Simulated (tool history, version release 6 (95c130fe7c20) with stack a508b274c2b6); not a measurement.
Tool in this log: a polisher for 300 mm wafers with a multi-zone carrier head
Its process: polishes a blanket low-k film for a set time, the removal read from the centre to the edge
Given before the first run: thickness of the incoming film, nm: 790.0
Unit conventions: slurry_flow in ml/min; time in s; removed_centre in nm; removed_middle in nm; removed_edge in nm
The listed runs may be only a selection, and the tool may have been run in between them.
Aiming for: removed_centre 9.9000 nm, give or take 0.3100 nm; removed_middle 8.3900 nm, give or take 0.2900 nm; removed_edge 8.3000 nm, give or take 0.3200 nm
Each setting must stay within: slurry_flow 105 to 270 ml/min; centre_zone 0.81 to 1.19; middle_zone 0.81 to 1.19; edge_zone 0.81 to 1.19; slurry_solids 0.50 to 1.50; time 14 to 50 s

| run | hour | slurry_flow | centre_zone | middle_zone | edge_zone | slurry_solids | time | removed_centre | removed_middle | removed_edge |
|---|---|---|---|---|---|---|---|---|---|---|
| 1 | 0.0 | 175 | 1.00 | 1.00 | 1.00 | 1.00 | 32 | 7.5684 | 7.1503 | 7.5146 |
| 2 | 8.5 | 185 | 1.03 | 1.01 | 1.01 | 1.00 | 32 | 7.8776 | 7.4669 | 7.4143 |
| 3 | 16.8 | 185 | 1.03 | 1.01 | 0.95 | 1.00 | 32 | 7.8700 | 7.5245 | 7.2738 |
| 4 | 21.7 | 190 | 1.05 | 1.01 | 0.97 | 1.05 | 32 | 8.4190 | 7.5883 | 7.7003 |
| 5 | 27.8 | 200 | 1.06 | 1.02 | 0.97 | 1.05 | 32 | 8.4846 | 7.7515 | 7.6126 |
| 6 | 36.7 | 200 | 1.06 | 1.02 | 0.97 | 1.05 | 29 | 7.7085 | 7.0912 | 6.7358 |
| 7 | 41.0 | 200 | 1.07 | 1.03 | 0.98 | 1.10 | 29 | 8.0005 | 7.3197 | 7.1386 |
| 8 | 47.7 | 250 | 1.17 | 1.12 | 1.05 | 1.20 | 29 | 9.4267 | 8.2939 | 7.8714 |
| 9 | 54.5 | 250 | 1.17 | 1.12 | 1.06 | 1.20 | 29 | 9.2877 | 8.2984 | 7.8667 |

Exactly one of the 4 candidate moves below puts every result within its allowed miss. Which one?
| A | 61.3 | 255 | 1.18 | 1.08 | 1.10 | 1.20 | 30 | ? | ? | ? |
| B | 61.3 | 265 | 1.19 | 1.12 | 1.04 | 1.20 | 29 | ? | ? | ? |
| C | 61.3 | 240 | 1.14 | 1.19 | 1.02 | 1.05 | 30 | ? | ? | ? |
| D | 61.3 | 230 | 1.14 | 1.13 | 1.19 | 1.40 | 28 | ? | ? | ? |

| move | removed_centre | removed_middle | removed_edge |
|---|---|---|---|
| A | 9.6879 | 8.3298 | 8.4700 |
| B | 9.4936 | 8.3200 | 7.9844 |
| C | 8.7355 | 8.3937 | 7.6209 |
| D | 9.1799 | 8.4753 | 8.6855 |
A: in spec on every target
B: nearer than the last run, and not there yet
C: its largest miss is bigger than the last run's
D: its largest miss is bigger than the last run's
Answer: A
